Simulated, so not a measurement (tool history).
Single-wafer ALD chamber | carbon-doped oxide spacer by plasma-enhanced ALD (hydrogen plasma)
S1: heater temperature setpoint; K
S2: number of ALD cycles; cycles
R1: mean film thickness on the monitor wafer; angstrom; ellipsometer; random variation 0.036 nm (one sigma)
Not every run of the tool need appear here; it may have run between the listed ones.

run 1 day=0 | S1=693.15 S2=397 | R1=162.32
run 2 day=0.404 | S1=694.15 S2=388 | R1=158.89
run 3 day=0.733 | S1=695.15 S2=380 | R1=155.01
run 4 day=0.979 | S1=700.15 S2=380 | R1=152.18
run 5 day=1.275 | S1=701.15 S2=376 | R1=150.13
run 6 day=1.583 | S1=701.15 S2=400 | R1=159.71
run 7 day=1.842 | S1=702.15 S2=392 | R1=155.4
run 8 day=2.179 | S1=703.15 S2=386 | R1=152.97

Expected results for the next run?
run 9 day=2.475 | S1=704.15 S2=381 | R1=?

Run 9 yielded R1 150.44 angstrom.
